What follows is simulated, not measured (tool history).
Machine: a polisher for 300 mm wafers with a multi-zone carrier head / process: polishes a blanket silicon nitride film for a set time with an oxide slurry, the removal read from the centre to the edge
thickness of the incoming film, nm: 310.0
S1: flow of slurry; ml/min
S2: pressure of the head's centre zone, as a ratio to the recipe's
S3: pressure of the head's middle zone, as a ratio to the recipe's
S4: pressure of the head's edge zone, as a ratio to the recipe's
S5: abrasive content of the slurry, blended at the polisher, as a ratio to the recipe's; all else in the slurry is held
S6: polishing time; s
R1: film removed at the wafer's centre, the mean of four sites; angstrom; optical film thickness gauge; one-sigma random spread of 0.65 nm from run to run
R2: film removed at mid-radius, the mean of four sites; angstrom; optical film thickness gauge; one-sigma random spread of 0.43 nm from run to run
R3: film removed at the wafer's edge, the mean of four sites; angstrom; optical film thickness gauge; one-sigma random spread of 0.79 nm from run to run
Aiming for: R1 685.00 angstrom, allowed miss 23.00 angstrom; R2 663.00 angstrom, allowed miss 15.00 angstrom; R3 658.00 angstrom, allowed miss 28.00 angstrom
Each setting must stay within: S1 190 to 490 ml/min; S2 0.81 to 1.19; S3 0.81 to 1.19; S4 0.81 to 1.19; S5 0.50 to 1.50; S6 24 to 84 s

run	day	S1	S2	S3	S4	S5	S6	R1	R2	R3
1	0.000	315	1.00	1.00	1.00	1.00	54	478.67	462.99	464.08
2	0.196	315	1.00	1.06	1.00	1.00	54	473.55	482.57	483.15
3	0.496	315	1.00	1.06	1.00	0.85	54	419.38	426.44	419.98
4	0.858	325	1.02	1.08	1.01	0.90	54	442.79	451.02	454.44
5	0.933	325	1.02	1.08	1.01	0.80	54	410.08	416.86	396.95
6	0.992	325	1.02	1.08	1.06	0.80	54	410.72	420.10	413.83
7	1.029	330	1.04	1.10	1.04	0.90	54	452.72	459.02	451.49
8	1.146	335	1.06	1.11	1.04	0.95	54	485.99	488.74	461.05
9	1.217	325	1.06	1.10	1.05	1.00	54	494.73	499.89	491.89
10	1.308	325	1.08	1.11	1.06	1.05	54	531.19	519.12	505.71
11	1.446	340	1.07	1.15	1.16	1.30	56	609.27	627.26	625.66
12	1.800	340	1.08	1.15	1.16	1.30	56	614.32	624.06	598.36

Consider the 5 candidate settings below. Which is the only one whose results all fall within their allowed miss of target?
A	2.154	310	0.89	0.91	1.19	1.30	62	?	?	?
B	2.154	190	0.96	1.05	1.19	1.50	65	?	?	?
C	2.154	295	1.08	1.10	1.08	1.45	60	?	?	?
D	2.154	330	1.01	1.01	1.19	1.40	57	?	?	?
E	2.154	335	1.12	0.94	1.19	1.00	74	?	?	?

move	R1	R2	R3
A	559.75	559.41	707.58
B	625.18	657.35	749.03
C	688.39	663.29	679.85
D	609.43	583.96	675.33
E	734.03	596.51	733.65
A: moves away from the targets compared with the last run
B: moves away from the targets compared with the last run
C: hits every target within its allowed miss
D: moves away from the targets compared with the last run
E: the result that was furthest off in the last run now lies on the other side of its target
The right move is C.

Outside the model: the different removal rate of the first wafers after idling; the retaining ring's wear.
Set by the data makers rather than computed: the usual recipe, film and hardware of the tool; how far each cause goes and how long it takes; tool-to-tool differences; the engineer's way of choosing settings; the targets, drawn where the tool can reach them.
